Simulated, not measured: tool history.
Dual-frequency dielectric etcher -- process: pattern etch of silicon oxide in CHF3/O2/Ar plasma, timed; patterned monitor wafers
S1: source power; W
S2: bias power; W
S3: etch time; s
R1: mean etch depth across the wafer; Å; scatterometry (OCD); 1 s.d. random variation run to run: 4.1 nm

run    day   S1   S2   S3     R1
  1  0.000  900  166  749  16254
  2  0.358  900  166  749  16287
  3  0.696  900  178  749  16498
  4  1.054  940  179  749  16912
  5  1.108  970  179  749  17299
  6  1.383  970  163  749  16954
  7  1.696  990  163  749  17151

Estimate the outcome of run 8 from the log above:
     1.904  -- source power generator calibrated
  8  1.904  1010  163  749   ?

R1: 17620 Å
